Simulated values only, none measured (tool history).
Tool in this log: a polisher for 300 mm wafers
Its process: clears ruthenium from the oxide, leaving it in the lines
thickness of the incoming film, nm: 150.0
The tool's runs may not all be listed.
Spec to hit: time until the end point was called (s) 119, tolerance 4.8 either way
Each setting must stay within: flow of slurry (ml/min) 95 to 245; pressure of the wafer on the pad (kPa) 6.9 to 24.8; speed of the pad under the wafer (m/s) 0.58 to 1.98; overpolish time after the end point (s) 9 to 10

run	hour	flow of slurry (ml/min)	pressure of the wafer on the pad (kPa)	speed of the pad under the wafer (m/s)	overpolish time after the end point (s)	time until the end point was called (s)
1	0	155	15.9	1.28	10	86.907
2	8.7	140	15.9	1.28	10	89.602
3	11.4	135	15.2	1.28	10	93.786
4	19.9	155	15.2	1.28	10	93.788
5	23.5	155	14.5	1.28	10	95.916
6	32.1	155	13.8	1.28	10	102.15
7	36.4	155	13.1	1.28	10	106.23
# hour 37.4: worn pad replaced by a new one
8	37.4	150	12.4	1.28	10	105.2
9	44.6	150	9.7	1.26	10	132.71
10	50.5	150	10.3	1.26	10	124.89

4 candidate next runs follow, results not yet known. Just one meets every target within its allowed miss. Identify it.
A	56.4	95	11	1.28	9	?
B	56.4	105	12.4	1.14	9	?
C	56.4	155	9	1.26	10	?
D	56.4	180	11	1.2	9	?

move	time until the end point was called (s)
A	129.54
B	126.6
C	139.82
D	119.25
A: moves away from the targets compared with the last run
B: moves away from the targets compared with the last run
C: moves away from the targets compared with the last run
D: every result within its allowed miss
D meets every target.

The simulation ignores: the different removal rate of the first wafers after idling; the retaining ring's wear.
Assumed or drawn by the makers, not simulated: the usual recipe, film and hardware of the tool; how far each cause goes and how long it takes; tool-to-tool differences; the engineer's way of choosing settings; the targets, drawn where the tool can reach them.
